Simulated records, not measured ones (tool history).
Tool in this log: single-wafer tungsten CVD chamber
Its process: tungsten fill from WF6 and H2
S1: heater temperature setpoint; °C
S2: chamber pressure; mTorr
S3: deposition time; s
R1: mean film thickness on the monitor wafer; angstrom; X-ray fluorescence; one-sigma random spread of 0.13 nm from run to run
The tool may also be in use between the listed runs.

run	hour	S1	S2	S3	R1
1	0.0	370	50700	25.8	543.44
2	5.3	365	47700	25.7	467.94
3	6.6	372	47700	25.7	544.78
4	10.0	366	45900	25.6	468.11
5	14.8	366	52800	25.6	504.47
6	20.0	358	52800	25.6	419.18

What will run 7 give?
7	24.4	355	50600	25.5	?

Logged for run 7: R1 379.30 angstrom.

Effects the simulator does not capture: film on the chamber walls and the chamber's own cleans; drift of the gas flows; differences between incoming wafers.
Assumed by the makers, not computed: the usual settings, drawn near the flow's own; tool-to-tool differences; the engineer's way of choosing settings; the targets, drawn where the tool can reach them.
